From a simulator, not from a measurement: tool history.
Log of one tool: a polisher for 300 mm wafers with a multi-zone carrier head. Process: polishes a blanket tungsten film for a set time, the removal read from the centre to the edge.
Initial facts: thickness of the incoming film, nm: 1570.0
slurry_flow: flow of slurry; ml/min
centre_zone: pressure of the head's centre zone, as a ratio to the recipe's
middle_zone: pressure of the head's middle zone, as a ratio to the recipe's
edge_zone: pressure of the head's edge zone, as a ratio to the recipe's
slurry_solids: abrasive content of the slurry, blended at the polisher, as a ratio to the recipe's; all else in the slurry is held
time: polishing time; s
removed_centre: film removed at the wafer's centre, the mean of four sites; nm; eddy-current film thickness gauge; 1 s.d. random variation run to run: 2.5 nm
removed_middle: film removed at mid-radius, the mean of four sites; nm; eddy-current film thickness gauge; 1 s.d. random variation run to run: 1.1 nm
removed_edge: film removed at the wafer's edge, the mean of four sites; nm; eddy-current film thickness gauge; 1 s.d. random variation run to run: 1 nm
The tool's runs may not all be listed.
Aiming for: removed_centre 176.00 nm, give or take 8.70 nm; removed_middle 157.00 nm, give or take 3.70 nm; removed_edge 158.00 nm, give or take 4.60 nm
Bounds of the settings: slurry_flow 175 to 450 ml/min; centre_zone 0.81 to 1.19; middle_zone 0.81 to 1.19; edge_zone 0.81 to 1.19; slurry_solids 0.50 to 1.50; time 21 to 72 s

run    day  slurry_flow  centre_zone  middle_zone  edge_zone  slurry_solids  time  removed_centre  removed_middle  removed_edge
  1  0.000          290         1.00         1.00       1.00           1.00    46          176.52          172.63        177.57
  2  0.162          290         1.00         1.00       1.00           1.00    38          144.02          143.33        148.48
  3  0.317          235         1.00         1.00       1.00           1.00    38          140.73          142.46        143.91
  4  0.367          250         1.03         1.01       1.01           1.00    38          146.88          144.12        144.76
  5  0.558          275         1.03         1.01       1.01           1.00    38          146.32          144.29        148.45
  6  0.617          285         1.06         1.02       1.01           1.00    38          153.61          145.58        147.17
  7  0.946          295         1.07         1.03       1.02           1.00    38          151.65          146.49        148.51
  8  1.079          295         1.17         1.05       1.02           1.25    39          185.20          163.62        160.57
  9  1.362          290         1.16         1.04       1.02           1.25    39          182.28          162.76        161.18

Of the 5 settings listed for the next run, only one would bring every result within its allowed miss of target. Which one?
  A  1.646          230         1.12         1.06       0.95           1.35    39               ?               ?             ?
  B  1.646          290         1.16         1.05       1.06           1.35    37               ?               ?             ?
  C  1.646          375         1.06         1.12       0.97           1.50    35               ?               ?             ?
  D  1.646          245         1.09         1.16       1.00           1.15    38               ?               ?             ?
  E  1.646          325         1.03         1.15       1.01           1.05    38               ?               ?             ?

move  removed_centre  removed_middle  removed_edge
   A          175.89          165.08        157.63
   B          176.82          158.51        158.16
   C          160.42          166.07        150.82
   D          161.25          167.82        150.67
   E          152.78          166.72        150.49
A: moves away from the targets compared with the last run
B: meets every target
C: moves away from the targets compared with the last run
D: moves away from the targets compared with the last run
E: moves away from the targets compared with the last run
The move that meets every target is B.
